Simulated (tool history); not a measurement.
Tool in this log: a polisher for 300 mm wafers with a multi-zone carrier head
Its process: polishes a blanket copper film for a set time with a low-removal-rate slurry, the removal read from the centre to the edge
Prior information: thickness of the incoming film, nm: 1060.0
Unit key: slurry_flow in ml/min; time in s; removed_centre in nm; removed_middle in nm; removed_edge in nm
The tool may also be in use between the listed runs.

run	hour	slurry_flow	centre_zone	middle_zone	edge_zone	slurry_solids	time	removed_centre	removed_middle	removed_edge
1	0.0	265	1.00	1.00	1.00	1.00	47	94.573	95.458	97.217
2	7.3	255	0.98	0.97	1.06	1.15	50	104.040	102.430	111.520
3	11.8	210	0.98	0.97	1.06	1.15	50	100.850	101.120	110.380
4	15.3	205	0.96	0.96	1.10	1.25	52	105.650	105.680	115.450
5	22.7	160	0.96	0.96	1.10	1.25	52	100.470	102.290	115.370
6	29.6	205	0.96	0.96	1.10	1.25	52	103.880	105.360	116.100
7	31.6	190	0.94	0.93	1.13	1.30	55	111.020	108.520	124.320

Predict the results of run 8:
8	33.9	180	0.90	0.91	1.15	1.35	58	?	?	?

Run 8 yielded removed_centre 111.700 nm, removed_middle 113.520 nm, removed_edge 133.940 nm.

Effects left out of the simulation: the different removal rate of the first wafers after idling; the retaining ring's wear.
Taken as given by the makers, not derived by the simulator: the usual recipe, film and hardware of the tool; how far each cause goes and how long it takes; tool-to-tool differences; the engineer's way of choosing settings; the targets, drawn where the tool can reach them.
